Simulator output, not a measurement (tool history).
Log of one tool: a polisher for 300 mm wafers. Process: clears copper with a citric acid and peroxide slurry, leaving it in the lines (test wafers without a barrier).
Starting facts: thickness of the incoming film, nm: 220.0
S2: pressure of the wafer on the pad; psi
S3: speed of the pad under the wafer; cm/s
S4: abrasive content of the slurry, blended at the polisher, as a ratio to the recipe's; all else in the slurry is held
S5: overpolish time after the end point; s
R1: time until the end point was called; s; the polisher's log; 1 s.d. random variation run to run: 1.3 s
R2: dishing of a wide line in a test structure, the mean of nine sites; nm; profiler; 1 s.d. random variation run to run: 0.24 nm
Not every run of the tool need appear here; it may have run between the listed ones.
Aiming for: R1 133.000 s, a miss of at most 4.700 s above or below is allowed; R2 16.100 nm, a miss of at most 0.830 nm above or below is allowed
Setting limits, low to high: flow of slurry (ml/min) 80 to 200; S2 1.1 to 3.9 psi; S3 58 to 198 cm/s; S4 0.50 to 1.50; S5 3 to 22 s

{"run": 1, "hour": 0.0, "flow of slurry (ml/min)": 130, "S2": 2.5, "S3": 128, "S4": 1.0, "S5": 11, "R1": 102.45, "R2": 18.779}
{"run": 2, "hour": 7.5, "flow of slurry (ml/min)": 130, "S2": 2.5, "S3": 128, "S4": 0.9, "S5": 11, "R1": 103.34, "R2": 18.866}
{"run": 3, "hour": 9.7, "flow of slurry (ml/min)": 130, "S2": 3.0, "S3": 128, "S4": 0.9, "S5": 11, "R1": 86.931, "R2": 21.361}
{"run": 4, "hour": 13.8, "flow of slurry (ml/min)": 125, "S2": 2.7, "S3": 128, "S4": 0.9, "S5": 11, "R1": 97.566, "R2": 18.971}
{"run": 5, "hour": 21.7, "flow of slurry (ml/min)": 125, "S2": 2.7, "S3": 106, "S4": 0.9, "S5": 11, "R1": 112.34, "R2": 17.843}
{"run": 6, "hour": 27.2, "flow of slurry (ml/min)": 120, "S2": 2.6, "S3": 106, "S4": 0.9, "S5": 11, "R1": 116.75, "R2": 16.547}
{"run": 7, "hour": 34.0, "flow of slurry (ml/min)": 95, "S2": 2.3, "S3": 104, "S4": 0.9, "S5": 13, "R1": 141.83, "R2": 16.066}
{"run": 8, "hour": 35.9, "flow of slurry (ml/min)": 100, "S2": 2.3, "S3": 104, "S4": 0.9, "S5": 13, "R1": 139.46, "R2": 16.232}
{"run": 9, "hour": 42.2, "flow of slurry (ml/min)": 105, "S2": 2.3, "S3": 104, "S4": 0.9, "S5": 13, "R1": 139.79, "R2": 16.409}

Consider the 5 candidate settings below. Which is the only one whose results all fall within their allowed miss of target?
{"run": "A", "hour": 48.5, "flow of slurry (ml/min)": 95, "S2": 2.1, "S3": 112, "S4": 0.85, "S5": 14, "R1": "?", "R2": "?"}
{"run": "B", "hour": 48.5, "flow of slurry (ml/min)": 95, "S2": 2.2, "S3": 122, "S4": 0.85, "S5": 11, "R1": "?", "R2": "?"}
{"run": "C", "hour": 48.5, "flow of slurry (ml/min)": 90, "S2": 2.7, "S3": 104, "S4": 1.0, "S5": 11, "R1": "?", "R2": "?"}
{"run": "D", "hour": 48.5, "flow of slurry (ml/min)": 110, "S2": 2.0, "S3": 112, "S4": 1.0, "S5": 13, "R1": "?", "R2": "?"}
{"run": "E", "hour": 48.5, "flow of slurry (ml/min)": 115, "S2": 2.7, "S3": 84, "S4": 0.9, "S5": 12, "R1": "?", "R2": "?"}

move=A R1=150.100 R2=16.434
move=B R1=135.000 R2=14.488
move=C R1=121.970 R2=16.012
move=D R1=145.880 R2=15.730
move=E R1=134.240 R2=15.881
A: further off than the last run
B: gets the furthest-off result to its target, but another result is out of tolerance
C: the result that was furthest off in the last run now lies on the other side of its target
D: further off than the last run
E: every result lands within tolerance
The move that meets every target is E.
